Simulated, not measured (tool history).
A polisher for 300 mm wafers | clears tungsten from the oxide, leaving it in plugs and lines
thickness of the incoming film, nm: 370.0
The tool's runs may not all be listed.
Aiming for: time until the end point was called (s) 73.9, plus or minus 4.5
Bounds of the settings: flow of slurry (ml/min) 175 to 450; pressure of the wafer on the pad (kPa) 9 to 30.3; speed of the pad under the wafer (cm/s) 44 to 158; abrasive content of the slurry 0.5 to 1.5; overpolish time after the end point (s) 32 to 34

| run | day | flow of slurry (ml/min) | pressure of the wafer on the pad (kPa) | speed of the pad under the wafer (cm/s) | abrasive content of the slurry | overpolish time after the end point (s) | time until the end point was called (s) |
|---|---|---|---|---|---|---|---|
| 1 | 0 | 290 | 19.3 | 100 | 1 | 32 | 93.446 |
| 2 | 0.254 | 290 | 19.3 | 116 | 1 | 32 | 81.492 |
| 3 | 0.479 | 290 | 19.3 | 116 | 1 | 32 | 83.372 |
| 4 | 0.508 | 345 | 19.3 | 116 | 1 | 32 | 79.58 |
| 5 | 0.554 | 385 | 19.3 | 116 | 1 | 32 | 79.134 |
| 6 | 0.871 | 385 | 19.3 | 90 | 1 | 32 | 100.97 |
| 7 | 0.929 | 385 | 20 | 90 | 1 | 32 | 97.492 |
| 8 | 1.254 | 385 | 20.7 | 90 | 1 | 32 | 93.791 |
| 9 | 1.288 | 385 | 21.4 | 90 | 1 | 32 | 91.785 |
| 10 | 1.633 | 385 | 22.1 | 90 | 1 | 32 | 86.882 |
| 11 | 1.933 | 385 | 22.8 | 90 | 1 | 32 | 86.631 |
| 12 | 2.217 | 385 | 22.8 | 90 | 1 | 32 | 88.628 |
| 13 | 2.554 | 385 | 23.4 | 90 | 1 | 32 | 82.77 |
| 14 | 2.775 | 385 | 24.1 | 90 | 1 | 32 | 81.619 |
| 15 | 3.05 | 385 | 24.8 | 90 | 1 | 32 | 80.498 |

Exactly one of the 5 candidate moves below puts every result within its allowed miss. Which one?
| A | 3.325 | 450 | 30.3 | 72 | 0.9 | 34 | ? |
| B | 3.325 | 380 | 22.8 | 88 | 0.95 | 32 | ? |
| C | 3.325 | 330 | 22.8 | 86 | 1.05 | 32 | ? |
| D | 3.325 | 345 | 24.1 | 100 | 1.05 | 32 | ? |
| E | 3.325 | 405 | 29 | 70 | 1 | 34 | ? |

| move | time until the end point was called (s) |
|---|---|
| A | 84.01 |
| B | 91.457 |
| C | 92.052 |
| D | 74.847 |
| E | 88.437 |
A: further off than the last run
B: further off than the last run
C: further off than the last run
D: meets every target
E: further off than the last run
The right move is D.

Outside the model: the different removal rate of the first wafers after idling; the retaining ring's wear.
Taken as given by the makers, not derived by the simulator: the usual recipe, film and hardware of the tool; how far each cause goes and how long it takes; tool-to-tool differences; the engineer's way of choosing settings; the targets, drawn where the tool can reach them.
